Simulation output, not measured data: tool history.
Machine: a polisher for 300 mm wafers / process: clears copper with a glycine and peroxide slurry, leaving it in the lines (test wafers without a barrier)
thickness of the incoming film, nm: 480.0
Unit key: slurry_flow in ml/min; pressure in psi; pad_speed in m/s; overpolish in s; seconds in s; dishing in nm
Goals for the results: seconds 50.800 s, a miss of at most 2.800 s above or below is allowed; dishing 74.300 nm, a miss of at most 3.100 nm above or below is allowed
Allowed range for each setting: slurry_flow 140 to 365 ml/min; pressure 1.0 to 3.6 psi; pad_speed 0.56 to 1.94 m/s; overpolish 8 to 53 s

run 1 hour=0.0 | slurry_flow=235 pressure=2.3 pad_speed=1.24 overpolish=27 | seconds=71.756 dishing=99.349
run 2 hour=7.2 | slurry_flow=230 pressure=2.4 pad_speed=1.36 overpolish=21 | seconds=64.571 dishing=89.481
run 3 hour=10.3 | slurry_flow=230 pressure=2.5 pad_speed=1.40 overpolish=17 | seconds=60.309 dishing=81.300
run 4 hour=11.0 | slurry_flow=230 pressure=2.9 pad_speed=1.40 overpolish=17 | seconds=52.669 dishing=90.933
run 5 hour=14.2 | slurry_flow=200 pressure=2.9 pad_speed=1.40 overpolish=17 | seconds=53.026 dishing=89.925
-- hour=23.1 head pressure recalibrated
run 6 hour=23.1 | slurry_flow=165 pressure=2.9 pad_speed=1.40 overpolish=17 | seconds=61.558 dishing=81.364
run 7 hour=31.4 | slurry_flow=180 pressure=2.9 pad_speed=1.42 overpolish=15 | seconds=57.819 dishing=74.100
run 8 hour=33.3 | slurry_flow=190 pressure=2.9 pad_speed=1.44 overpolish=14 | seconds=57.849 dishing=72.362

Which of these 4 next moves meets every target?
run A hour=35.2 | slurry_flow=160 pressure=3.0 pad_speed=1.64 overpolish=15 | seconds=? dishing=?
run B hour=35.2 | slurry_flow=185 pressure=3.1 pad_speed=1.56 overpolish=15 | seconds=? dishing=?
run C hour=35.2 | slurry_flow=190 pressure=2.7 pad_speed=1.16 overpolish=17 | seconds=? dishing=?
run D hour=35.2 | slurry_flow=230 pressure=2.6 pad_speed=1.78 overpolish=13 | seconds=? dishing=?

move=A seconds=50.773 dishing=83.204
move=B seconds=50.374 dishing=84.040
move=C seconds=73.134 dishing=69.493
move=D seconds=50.885 dishing=73.628
A: gets the furthest-off result to its target, but another result is out of tolerance
B: gets the furthest-off result to its target, but another result is out of tolerance
C: misses by more than the last run did
D: in spec on every target
Answer: D
